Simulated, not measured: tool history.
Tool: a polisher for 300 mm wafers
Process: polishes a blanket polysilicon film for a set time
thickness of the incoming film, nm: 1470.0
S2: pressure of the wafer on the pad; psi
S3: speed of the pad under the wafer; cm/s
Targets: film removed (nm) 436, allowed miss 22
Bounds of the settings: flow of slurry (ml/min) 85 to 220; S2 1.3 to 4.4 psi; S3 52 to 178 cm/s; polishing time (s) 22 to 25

Run 1, day 0: flow of slurry (ml/min) 140, S2 2.8 psi, S3 114 cm/s, polishing time (s) 25. Result: film removed (nm) 253.42.
Run 2, day 0.304: flow of slurry (ml/min) 140, S2 3.4 psi, S3 114 cm/s, polishing time (s) 25. Result: film removed (nm) 299.47.
Run 3, day 0.446: flow of slurry (ml/min) 140, S2 3.4 psi, S3 88 cm/s, polishing time (s) 25. Result: film removed (nm) 242.92.
Run 4, day 0.483: flow of slurry (ml/min) 140, S2 3.6 psi, S3 94 cm/s, polishing time (s) 25. Result: film removed (nm) 273.3.
Run 5, day 0.846: flow of slurry (ml/min) 140, S2 3.6 psi, S3 78 cm/s, polishing time (s) 25. Result: film removed (nm) 222.9.
Run 6, day 0.962: flow of slurry (ml/min) 140, S2 3.6 psi, S3 78 cm/s, polishing time (s) 22. Result: film removed (nm) 196.75.
Run 7, day 1.279: flow of slurry (ml/min) 140, S2 3.7 psi, S3 86 cm/s, polishing time (s) 22. Result: film removed (nm) 218.17.
Run 8, day 1.617: flow of slurry (ml/min) 140, S2 3.8 psi, S3 94 cm/s, polishing time (s) 22. Result: film removed (nm) 243.48.
Run 9, day 1.667: flow of slurry (ml/min) 140, S2 3.9 psi, S3 102 cm/s, polishing time (s) 22. Result: film removed (nm) 268.49.
Run 10, day 2.012: flow of slurry (ml/min) 140, S2 4 psi, S3 108 cm/s, polishing time (s) 22. Result: film removed (nm) 288.8.
Run 11, day 2.358: flow of slurry (ml/min) 140, S2 4.1 psi, S3 114 cm/s, polishing time (s) 22. Result: film removed (nm) 306.56.
Run 12, day 2.442: flow of slurry (ml/min) 140, S2 4.2 psi, S3 120 cm/s, polishing time (s) 22. Result: film removed (nm) 327.24.
Run 13, day 2.717: flow of slurry (ml/min) 140, S2 4.2 psi, S3 124 cm/s, polishing time (s) 22. Result: film removed (nm) 333.94.
Run 14, day 2.975: flow of slurry (ml/min) 140, S2 4.2 psi, S3 128 cm/s, polishing time (s) 22. Result: film removed (nm) 353.09.
Run 15, day 3.158: flow of slurry (ml/min) 140, S2 4.2 psi, S3 130 cm/s, polishing time (s) 22. Result: film removed (nm) 357.45.
Run 16, day 3.233: flow of slurry (ml/min) 140, S2 4.2 psi, S3 132 cm/s, polishing time (s) 22. Result: film removed (nm) 359.19.
Run 17, day 3.454: flow of slurry (ml/min) 140, S2 4.2 psi, S3 134 cm/s, polishing time (s) 22. Result: film removed (nm) 362.03.
Run 18, day 3.625: flow of slurry (ml/min) 140, S2 4.2 psi, S3 134 cm/s, polishing time (s) 22. Result: film removed (nm) 365.19.
Run 19, day 3.654: flow of slurry (ml/min) 140, S2 4.2 psi, S3 136 cm/s, polishing time (s) 22. Result: film removed (nm) 379.15.

Which of these 4 next moves meets every target?
Run A, day 3.683: flow of slurry (ml/min) 195, S2 4.4 psi, S3 134 cm/s, polishing time (s) 22. Result: film removed (nm) ?.
Run B, day 3.683: flow of slurry (ml/min) 135, S2 4.1 psi, S3 144 cm/s, polishing time (s) 25. Result: film removed (nm) ?.
Run C, day 3.683: flow of slurry (ml/min) 100, S2 4.1 psi, S3 144 cm/s, polishing time (s) 24. Result: film removed (nm) ?.
Run D, day 3.683: flow of slurry (ml/min) 135, S2 3.6 psi, S3 144 cm/s, polishing time (s) 25. Result: film removed (nm) ?.

move  film removed (nm)
   A              398.8
   B             430.98
   C             389.08
   D             386.53
A: nearer than the last run, and not there yet
B: meets every target
C: nearer than the last run, and not there yet
D: nearer than the last run, and not there yet
Answer: B
